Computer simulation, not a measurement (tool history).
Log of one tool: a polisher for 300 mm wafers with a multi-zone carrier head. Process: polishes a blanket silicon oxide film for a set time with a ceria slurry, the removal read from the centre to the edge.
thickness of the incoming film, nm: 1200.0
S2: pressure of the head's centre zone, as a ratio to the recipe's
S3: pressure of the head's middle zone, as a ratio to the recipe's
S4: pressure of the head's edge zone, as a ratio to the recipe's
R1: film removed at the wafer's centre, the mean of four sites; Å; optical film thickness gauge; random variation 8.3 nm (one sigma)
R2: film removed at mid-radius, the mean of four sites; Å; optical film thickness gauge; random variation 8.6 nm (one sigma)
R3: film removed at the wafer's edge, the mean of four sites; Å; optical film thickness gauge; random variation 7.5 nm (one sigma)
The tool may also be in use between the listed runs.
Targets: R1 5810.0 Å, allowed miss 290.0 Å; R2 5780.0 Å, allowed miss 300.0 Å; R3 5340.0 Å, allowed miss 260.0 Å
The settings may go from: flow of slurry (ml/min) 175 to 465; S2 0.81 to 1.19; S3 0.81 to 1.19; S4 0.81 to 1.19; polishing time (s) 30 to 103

run 1 hour=0.0 | flow_of_slurry_(ml/min)=295 S2=1.00 S3=1.00 S4=1.00 polishing_time_(s)=66 | R1=3996.1 R2=4062.7 R3=4132.9
run 2 hour=6.3 | flow_of_slurry_(ml/min)=300 S2=1.03 S3=1.03 S4=1.01 polishing_time_(s)=70 | R1=4325.9 R2=4194.3 R3=4290.3
run 3 hour=12.6 | flow_of_slurry_(ml/min)=305 S2=1.03 S3=1.05 S4=0.99 polishing_time_(s)=75 | R1=4742.6 R2=4753.4 R3=4617.6
run 4 hour=17.1 | flow_of_slurry_(ml/min)=305 S2=1.07 S3=1.05 S4=0.99 polishing_time_(s)=75 | R1=4878.2 R2=4590.3 R3=4617.7
run 5 hour=22.1 | flow_of_slurry_(ml/min)=305 S2=1.07 S3=1.05 S4=0.99 polishing_time_(s)=60 | R1=3871.6 R2=3896.4 R3=3709.2
run 6 hour=24.4 | flow_of_slurry_(ml/min)=305 S2=1.02 S3=1.05 S4=0.99 polishing_time_(s)=60 | R1=3795.5 R2=3775.2 R3=3693.5
run 7 hour=32.0 | flow_of_slurry_(ml/min)=305 S2=1.02 S3=1.07 S4=0.98 polishing_time_(s)=67 | R1=4223.9 R2=4318.2 R3=4100.8
run 8 hour=41.0 | flow_of_slurry_(ml/min)=310 S2=1.03 S3=1.08 S4=0.97 polishing_time_(s)=72 | R1=4514.7 R2=4690.0 R3=4479.3
run 9 hour=43.9 | flow_of_slurry_(ml/min)=315 S2=1.05 S3=1.09 S4=0.96 polishing_time_(s)=75 | R1=4751.5 R2=4792.8 R3=4627.6
run 10 hour=45.9 | flow_of_slurry_(ml/min)=315 S2=1.07 S3=1.11 S4=0.96 polishing_time_(s)=78 | R1=5088.5 R2=5136.5 R3=4838.7
run 11 hour=52.4 | flow_of_slurry_(ml/min)=315 S2=1.08 S3=1.12 S4=0.96 polishing_time_(s)=80 | R1=5331.8 R2=5358.0 R3=4866.9
run 12 hour=54.5 | flow_of_slurry_(ml/min)=320 S2=1.08 S3=1.12 S4=0.96 polishing_time_(s)=81 | R1=5421.7 R2=5373.3 R3=4907.4
run 13 hour=61.4 | flow_of_slurry_(ml/min)=320 S2=1.08 S3=1.12 S4=0.96 polishing_time_(s)=82 | R1=5286.1 R2=5355.6 R3=4954.4
run 14 hour=65.9 | flow_of_slurry_(ml/min)=320 S2=1.09 S3=1.12 S4=0.96 polishing_time_(s)=83 | R1=5462.5 R2=5596.1 R3=5036.2

Which of these 4 next moves meets every target?
run A hour=70.4 | flow_of_slurry_(ml/min)=300 S2=0.95 S3=1.11 S4=0.94 polishing_time_(s)=90 | R1=? R2=? R3=?
run B hour=70.4 | flow_of_slurry_(ml/min)=325 S2=0.92 S3=1.16 S4=0.95 polishing_time_(s)=86 | R1=? R2=? R3=?
run C hour=70.4 | flow_of_slurry_(ml/min)=375 S2=1.13 S3=0.96 S4=1.02 polishing_time_(s)=84 | R1=? R2=? R3=?
run D hour=70.4 | flow_of_slurry_(ml/min)=315 S2=1.08 S3=1.12 S4=0.92 polishing_time_(s)=87 | R1=? R2=? R3=?

move=A R1=5203.6 R2=5814.1 R3=5489.6
move=B R1=4874.8 R2=5758.5 R3=5285.8
move=C R1=5700.8 R2=4997.2 R3=5353.4
move=D R1=5616.4 R2=5670.9 R3=5278.1
A: further off than the last run
B: further off than the last run
C: brings the result that was furthest off to its target, and leaves another outside
D: meets every target
Answer: D
